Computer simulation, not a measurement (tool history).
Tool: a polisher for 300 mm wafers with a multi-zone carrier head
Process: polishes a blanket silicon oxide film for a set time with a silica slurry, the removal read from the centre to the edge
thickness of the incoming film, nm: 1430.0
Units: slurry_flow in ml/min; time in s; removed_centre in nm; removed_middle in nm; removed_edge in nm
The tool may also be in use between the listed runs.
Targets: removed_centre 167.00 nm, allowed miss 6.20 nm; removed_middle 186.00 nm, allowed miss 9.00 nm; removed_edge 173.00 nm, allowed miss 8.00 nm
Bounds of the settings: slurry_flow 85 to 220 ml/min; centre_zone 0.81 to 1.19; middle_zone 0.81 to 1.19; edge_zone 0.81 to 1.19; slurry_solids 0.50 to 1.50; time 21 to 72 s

run 1 day=0.000 | slurry_flow=140 centre_zone=1.00 middle_zone=1.00 edge_zone=1.00 slurry_solids=1.00 time=46 | removed_centre=129.59 removed_middle=130.79 removed_edge=127.84
run 2 day=0.342 | slurry_flow=140 centre_zone=1.05 middle_zone=1.00 edge_zone=1.00 slurry_solids=1.00 time=46 | removed_centre=134.89 removed_middle=129.44 removed_edge=128.21
run 3 day=0.362 | slurry_flow=145 centre_zone=1.04 middle_zone=1.02 edge_zone=1.02 slurry_solids=1.05 time=46 | removed_centre=138.12 removed_middle=135.75 removed_edge=137.06
run 4 day=0.621 | slurry_flow=165 centre_zone=1.04 middle_zone=1.02 edge_zone=1.02 slurry_solids=1.05 time=46 | removed_centre=141.17 removed_middle=142.23 removed_edge=136.74
run 5 day=0.904 | slurry_flow=165 centre_zone=1.04 middle_zone=1.02 edge_zone=0.96 slurry_solids=1.05 time=46 | removed_centre=141.95 removed_middle=139.49 removed_edge=138.15
run 6 day=1.212 | slurry_flow=170 centre_zone=1.04 middle_zone=1.04 edge_zone=0.97 slurry_solids=1.10 time=46 | removed_centre=147.95 removed_middle=144.89 removed_edge=136.16
run 7 day=1.542 | slurry_flow=175 centre_zone=1.02 middle_zone=1.04 edge_zone=1.00 slurry_solids=1.15 time=46 | removed_centre=143.25 removed_middle=148.17 removed_edge=140.30
run 8 day=1.621 | slurry_flow=175 centre_zone=1.02 middle_zone=1.05 edge_zone=1.02 slurry_solids=1.20 time=46 | removed_centre=147.67 removed_middle=151.86 removed_edge=146.61
run 9 day=1.783 | slurry_flow=180 centre_zone=1.02 middle_zone=1.07 edge_zone=1.03 slurry_solids=1.25 time=46 | removed_centre=152.52 removed_middle=156.79 removed_edge=150.23
run 10 day=2.000 | slurry_flow=185 centre_zone=1.01 middle_zone=1.08 edge_zone=1.04 slurry_solids=1.30 time=46 | removed_centre=152.97 removed_middle=161.51 removed_edge=152.45
run 11 day=2.088 | slurry_flow=185 centre_zone=1.01 middle_zone=1.09 edge_zone=1.05 slurry_solids=1.35 time=46 | removed_centre=156.27 removed_middle=166.47 removed_edge=154.91

Which of these 4 next moves meets every target?
run A day=2.175 | slurry_flow=155 centre_zone=0.95 middle_zone=1.05 edge_zone=1.19 slurry_solids=1.15 time=59 | removed_centre=? removed_middle=? removed_edge=?
run B day=2.175 | slurry_flow=220 centre_zone=0.98 middle_zone=1.12 edge_zone=1.07 slurry_solids=1.50 time=48 | removed_centre=? removed_middle=? removed_edge=?
run C day=2.175 | slurry_flow=210 centre_zone=0.90 middle_zone=1.14 edge_zone=1.11 slurry_solids=1.40 time=49 | removed_centre=? removed_middle=? removed_edge=?
run D day=2.175 | slurry_flow=170 centre_zone=0.97 middle_zone=1.06 edge_zone=1.07 slurry_solids=1.20 time=48 | removed_centre=? removed_middle=? removed_edge=?

move=A removed_centre=168.89 removed_middle=187.99 removed_edge=195.07
move=B removed_centre=165.54 removed_middle=186.94 removed_edge=171.62
move=C removed_centre=150.49 removed_middle=188.10 removed_edge=173.49
move=D removed_centre=145.16 removed_middle=159.12 removed_edge=154.49
A: takes the result that was furthest off past its target
B: meets every target
C: brings the result that was furthest off to its target, and leaves another outside
D: further off than the last run
Move B is the one to make.
